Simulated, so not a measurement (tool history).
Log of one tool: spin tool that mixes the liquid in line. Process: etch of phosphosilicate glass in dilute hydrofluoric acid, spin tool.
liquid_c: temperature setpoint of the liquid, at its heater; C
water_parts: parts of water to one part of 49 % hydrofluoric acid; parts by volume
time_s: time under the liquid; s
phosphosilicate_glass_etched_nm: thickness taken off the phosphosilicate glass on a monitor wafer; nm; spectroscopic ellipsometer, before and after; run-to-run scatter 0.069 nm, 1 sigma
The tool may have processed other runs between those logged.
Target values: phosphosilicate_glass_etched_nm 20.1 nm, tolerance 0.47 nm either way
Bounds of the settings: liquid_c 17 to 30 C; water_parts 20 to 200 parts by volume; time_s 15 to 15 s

run,day,liquid_c,water_parts,time_s,phosphosilicate_glass_etched_nm
1,0,22,110,15,12.397
2,0.083,24.5,105,15,14.497
3,0.238,26.5,100,15,16.567
4,0.508,27.5,100,15,17.33
5,0.8,27.5,100,15,17.16
6,0.883,27.5,100,15,17.218
7,1.054,28.5,100,15,17.889
8,1.417,29,100,15,18.181

Exactly one of the 5 candidate moves below puts every result within its allowed miss. Which one?
A,1.779,27,110,15,?
B,1.779,29.5,100,15,?
C,1.779,30,90,15,?
D,1.779,28,105,15,?
E,1.779,30,95,15,?

move,phosphosilicate_glass_etched_nm
A,15.158
B,18.581
C,21.34
D,16.606
E,20.072
A: misses by more than the last run did
B: nearer than the last run, and not there yet
C: the result that was furthest off in the last run now lies on the other side of its target
D: misses by more than the last run did
E: each result inside its tolerance
E meets every target.

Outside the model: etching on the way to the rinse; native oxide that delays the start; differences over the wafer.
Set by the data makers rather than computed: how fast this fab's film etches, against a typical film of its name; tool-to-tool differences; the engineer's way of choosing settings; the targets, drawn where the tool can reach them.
